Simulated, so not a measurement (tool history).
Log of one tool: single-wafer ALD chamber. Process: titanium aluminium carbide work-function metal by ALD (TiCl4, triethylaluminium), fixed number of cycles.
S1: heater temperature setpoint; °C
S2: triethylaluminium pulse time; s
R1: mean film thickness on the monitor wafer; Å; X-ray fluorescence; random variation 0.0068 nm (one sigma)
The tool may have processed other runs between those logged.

run	hour	S1	S2	R1
1	0.0	290	9.56	18.891
2	3.0	287	8.89	18.305
3	6.5	284	8.51	17.887
4	14.4	291	8.51	18.742
5	17.6	288	8.19	18.170
6	20.6	286	7.93	18.044

For run 7, what comes out?
7	24.3	283	7.63	?

Run 7 gave R1 17.623 Å.

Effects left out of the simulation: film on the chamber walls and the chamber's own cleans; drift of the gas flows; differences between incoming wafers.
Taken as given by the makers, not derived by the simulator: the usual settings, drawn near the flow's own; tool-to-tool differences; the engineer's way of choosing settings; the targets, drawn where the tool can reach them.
